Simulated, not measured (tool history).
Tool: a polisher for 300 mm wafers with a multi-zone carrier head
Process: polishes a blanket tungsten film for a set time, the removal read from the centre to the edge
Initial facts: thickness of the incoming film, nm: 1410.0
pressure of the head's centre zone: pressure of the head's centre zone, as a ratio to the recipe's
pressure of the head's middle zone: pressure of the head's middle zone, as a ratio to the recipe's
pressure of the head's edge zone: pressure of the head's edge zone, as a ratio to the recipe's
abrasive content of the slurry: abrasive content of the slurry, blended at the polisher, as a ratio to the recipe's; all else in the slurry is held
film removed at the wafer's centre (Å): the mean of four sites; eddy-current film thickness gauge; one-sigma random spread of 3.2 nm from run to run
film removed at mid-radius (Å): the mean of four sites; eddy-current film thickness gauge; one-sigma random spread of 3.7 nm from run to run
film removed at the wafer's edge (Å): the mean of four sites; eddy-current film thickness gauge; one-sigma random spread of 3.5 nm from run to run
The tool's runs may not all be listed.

| run | hour | flow of slurry (ml/min) | pressure of the head's centre zone | pressure of the head's middle zone | pressure of the head's edge zone | abrasive content of the slurry | polishing time (s) | film removed at the wafer's centre (Å) | film removed at mid-radius (Å) | film removed at the wafer's edge (Å) |
|---|---|---|---|---|---|---|---|---|---|---|
| 1 | 0.0 | 190 | 1.00 | 1.00 | 1.00 | 1.00 | 69 | 4324.0 | 4363.2 | 4276.2 |
| 2 | 4.0 | 190 | 1.04 | 1.00 | 1.00 | 1.00 | 69 | 4576.3 | 4343.3 | 4287.0 |
| 3 | 11.5 | 165 | 1.04 | 1.00 | 1.00 | 1.00 | 69 | 4388.0 | 4223.0 | 4170.4 |
| 4 | 20.6 | 165 | 1.04 | 1.00 | 0.92 | 1.00 | 69 | 4384.0 | 4302.5 | 4005.8 |
| 5 | 23.9 | 165 | 1.04 | 0.92 | 0.92 | 1.00 | 69 | 4473.3 | 4095.5 | 3970.6 |
| 6 | 31.1 | 165 | 1.04 | 0.92 | 0.92 | 1.20 | 69 | 4630.3 | 4250.6 | 4224.0 |
| 7 | 35.4 | 160 | 1.00 | 0.92 | 0.94 | 1.15 | 68 | 4333.0 | 4117.6 | 4054.7 |

Estimate the outcome of run 8 from the log above:
| 8 | 37.7 | 155 | 0.97 | 0.94 | 0.98 | 1.10 | 67 | ? | ? | ? |

For run 8 the tool returned film removed at the wafer's centre (Å) 4085.5, film removed at mid-radius (Å) 4017.1, film removed at the wafer's edge (Å) 4035.1.
